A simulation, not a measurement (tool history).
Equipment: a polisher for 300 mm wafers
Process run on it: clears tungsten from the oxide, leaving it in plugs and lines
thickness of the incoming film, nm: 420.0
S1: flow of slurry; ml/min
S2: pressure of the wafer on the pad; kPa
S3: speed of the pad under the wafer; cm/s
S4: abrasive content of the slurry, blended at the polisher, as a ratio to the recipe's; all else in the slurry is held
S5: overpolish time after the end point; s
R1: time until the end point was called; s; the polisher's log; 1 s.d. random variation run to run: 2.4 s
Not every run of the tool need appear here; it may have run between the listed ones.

run,hour,S1,S2,S3,S4,S5,R1
1,0,180,20.7,142,1,17,87.876
2,1.7,180,19.3,138,1,17,94.944
3,2.4,140,19.3,138,1,17,101.09
4,5.5,140,19.3,122,1,17,115.61
5,10.2,125,19.3,122,1,17,116.26
6,19.1,125,17.9,120,1,17,126.31
7,27.2,125,17.2,118,1,17,133.52
8,31.2,125,16.5,118,1,17,136.57
9,39.7,125,15.9,118,1,17,144.79
10,43.9,125,15.2,118,1,17,151.27
11,48.9,125,14.5,118,1,17,158.45

Expected results for the next run?
12,53.1,125,13.8,118,1,17,?

R1: 167.72 s
